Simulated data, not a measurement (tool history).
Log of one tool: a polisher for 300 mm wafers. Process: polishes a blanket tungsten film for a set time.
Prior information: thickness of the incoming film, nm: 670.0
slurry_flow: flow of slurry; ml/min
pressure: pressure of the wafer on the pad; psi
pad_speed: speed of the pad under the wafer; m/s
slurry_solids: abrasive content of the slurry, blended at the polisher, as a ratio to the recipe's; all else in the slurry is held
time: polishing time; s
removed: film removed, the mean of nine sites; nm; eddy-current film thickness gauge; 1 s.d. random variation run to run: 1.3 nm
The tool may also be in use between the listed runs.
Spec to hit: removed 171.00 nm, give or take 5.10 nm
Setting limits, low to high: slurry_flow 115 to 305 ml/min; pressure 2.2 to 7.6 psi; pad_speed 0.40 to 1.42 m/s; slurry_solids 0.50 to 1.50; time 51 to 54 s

Run 1, hour 0.0: slurry_flow 195 ml/min, pressure 4.9 psi, pad_speed 0.90 m/s, slurry_solids 1.00, time 51 s. Result: removed 263.73 nm.
Run 2, hour 8.3: slurry_flow 195 ml/min, pressure 4.9 psi, pad_speed 0.90 m/s, slurry_solids 0.90, time 51 s. Result: removed 260.14 nm.
Run 3, hour 16.0: slurry_flow 190 ml/min, pressure 4.4 psi, pad_speed 0.90 m/s, slurry_solids 0.90, time 51 s. Result: removed 232.25 nm.
Run 4, hour 18.1: slurry_flow 185 ml/min, pressure 4.0 psi, pad_speed 0.90 m/s, slurry_solids 0.90, time 51 s. Result: removed 210.17 nm.
Run 5, hour 22.2: slurry_flow 185 ml/min, pressure 4.0 psi, pad_speed 0.98 m/s, slurry_solids 0.90, time 51 s. Result: removed 227.72 nm.
Run 6, hour 27.2: slurry_flow 185 ml/min, pressure 4.0 psi, pad_speed 1.10 m/s, slurry_solids 0.90, time 51 s. Result: removed 250.09 nm.
Run 7, hour 35.9: slurry_flow 180 ml/min, pressure 3.6 psi, pad_speed 1.10 m/s, slurry_solids 0.90, time 51 s. Result: removed 226.00 nm.
Run 8, hour 38.7: slurry_flow 175 ml/min, pressure 3.3 psi, pad_speed 1.10 m/s, slurry_solids 0.90, time 51 s. Result: removed 206.18 nm.
Run 9, hour 41.3: slurry_flow 140 ml/min, pressure 2.5 psi, pad_speed 1.10 m/s, slurry_solids 0.90, time 51 s. Result: removed 155.28 nm.
Run 10, hour 42.1: slurry_flow 150 ml/min, pressure 2.5 psi, pad_speed 1.10 m/s, slurry_solids 0.90, time 51 s. Result: removed 155.93 nm.
Run 11, hour 46.3: slurry_flow 150 ml/min, pressure 2.5 psi, pad_speed 1.10 m/s, slurry_solids 0.90, time 51 s. Result: removed 155.68 nm.
Run 12, hour 54.1: slurry_flow 160 ml/min, pressure 2.5 psi, pad_speed 1.10 m/s, slurry_solids 0.90, time 51 s. Result: removed 157.55 nm.
Run 13, hour 55.3: slurry_flow 170 ml/min, pressure 2.5 psi, pad_speed 1.10 m/s, slurry_solids 0.90, time 51 s. Result: removed 157.87 nm.
Run 14, hour 60.6: slurry_flow 175 ml/min, pressure 2.6 psi, pad_speed 1.10 m/s, slurry_solids 0.90, time 51 s. Result: removed 164.84 nm.

Below are 5 possible settings for the next run. Only one of them brings all results inside the allowed miss of their targets. Which is it?
Run A, hour 65.9: slurry_flow 180 ml/min, pressure 2.3 psi, pad_speed 1.22 m/s, slurry_solids 0.80, time 51 s. Result: removed ?.
Run B, hour 65.9: slurry_flow 200 ml/min, pressure 2.6 psi, pad_speed 1.04 m/s, slurry_solids 0.95, time 54 s. Result: removed ?.
Run C, hour 65.9: slurry_flow 235 ml/min, pressure 2.3 psi, pad_speed 1.16 m/s, slurry_solids 0.80, time 52 s. Result: removed ?.
Run D, hour 65.9: slurry_flow 205 ml/min, pressure 3.0 psi, pad_speed 0.98 m/s, slurry_solids 0.60, time 51 s. Result: removed ?.
Run E, hour 65.9: slurry_flow 130 ml/min, pressure 2.6 psi, pad_speed 1.06 m/s, slurry_solids 1.00, time 51 s. Result: removed ?.

move  removed
   A   159.16
   B   172.26
   C   159.85
   D   163.54
   E   158.36
A: further off than the last run
B: meets every target
C: further off than the last run
D: further off than the last run
E: further off than the last run
Answer: B
